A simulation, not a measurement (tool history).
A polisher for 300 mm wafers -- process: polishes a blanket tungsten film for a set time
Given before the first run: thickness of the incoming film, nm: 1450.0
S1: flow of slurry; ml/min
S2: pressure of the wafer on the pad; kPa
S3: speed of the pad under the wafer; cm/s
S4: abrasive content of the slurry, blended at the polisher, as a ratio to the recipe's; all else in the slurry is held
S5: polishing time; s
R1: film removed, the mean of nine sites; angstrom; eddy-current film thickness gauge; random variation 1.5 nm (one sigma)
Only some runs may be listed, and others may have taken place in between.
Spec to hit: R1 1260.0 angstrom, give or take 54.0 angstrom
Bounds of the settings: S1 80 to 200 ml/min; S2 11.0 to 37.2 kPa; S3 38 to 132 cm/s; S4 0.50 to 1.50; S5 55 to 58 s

Run 1, day 0.000: S1 130 ml/min, S2 24.1 kPa, S3 84 cm/s, S4 1.00, S5 55 s. Result: R1 1830.7 angstrom.
Run 2, day 0.217: S1 130 ml/min, S2 24.1 kPa, S3 84 cm/s, S4 1.00, S5 58 s. Result: R1 1895.3 angstrom.
Run 3, day 0.300: S1 115 ml/min, S2 24.1 kPa, S3 84 cm/s, S4 1.00, S5 58 s. Result: R1 1876.6 angstrom.
Run 4, day 0.383: S1 115 ml/min, S2 22.1 kPa, S3 84 cm/s, S4 1.00, S5 58 s. Result: R1 1669.7 angstrom.
Run 5, day 0.646: S1 115 ml/min, S2 22.1 kPa, S3 94 cm/s, S4 1.00, S5 58 s. Result: R1 1893.8 angstrom.
Run 6, day 0.800: S1 115 ml/min, S2 22.1 kPa, S3 94 cm/s, S4 1.00, S5 58 s. Result: R1 1880.3 angstrom.
Run 7, day 0.833: S1 110 ml/min, S2 20.0 kPa, S3 94 cm/s, S4 1.00, S5 58 s. Result: R1 1696.0 angstrom.
Run 8, day 1.033: S1 105 ml/min, S2 18.6 kPa, S3 94 cm/s, S4 1.00, S5 58 s. Result: R1 1569.6 angstrom.
Run 9, day 1.262: S1 105 ml/min, S2 17.9 kPa, S3 94 cm/s, S4 1.00, S5 58 s. Result: R1 1499.8 angstrom.
Run 10, day 1.329: S1 105 ml/min, S2 17.2 kPa, S3 94 cm/s, S4 1.00, S5 58 s. Result: R1 1449.1 angstrom.
Run 11, day 1.383: S1 105 ml/min, S2 16.5 kPa, S3 94 cm/s, S4 1.00, S5 58 s. Result: R1 1371.5 angstrom.
Run 12, day 1.688: S1 105 ml/min, S2 15.9 kPa, S3 94 cm/s, S4 1.00, S5 58 s. Result: R1 1348.6 angstrom.

Below are 4 possible settings for the next run. Only one of them brings all results inside the allowed miss of their targets. Which is it?
Run A, day 1.992: S1 90 ml/min, S2 17.9 kPa, S3 78 cm/s, S4 1.00, S5 56 s. Result: R1 ?.
Run B, day 1.992: S1 80 ml/min, S2 15.9 kPa, S3 88 cm/s, S4 0.90, S5 56 s. Result: R1 ?.
Run C, day 1.992: S1 120 ml/min, S2 15.2 kPa, S3 92 cm/s, S4 0.85, S5 57 s. Result: R1 ?.
Run D, day 1.992: S1 95 ml/min, S2 18.6 kPa, S3 90 cm/s, S4 1.45, S5 58 s. Result: R1 ?.

move      R1
   A  1162.7
   B  1088.2
   C  1238.9
   D  1541.5
A: carries the result that was furthest off beyond its target, to the other side
B: carries the result that was furthest off beyond its target, to the other side
C: each result inside its tolerance
D: its largest miss is bigger than the last run's
C meets every target.
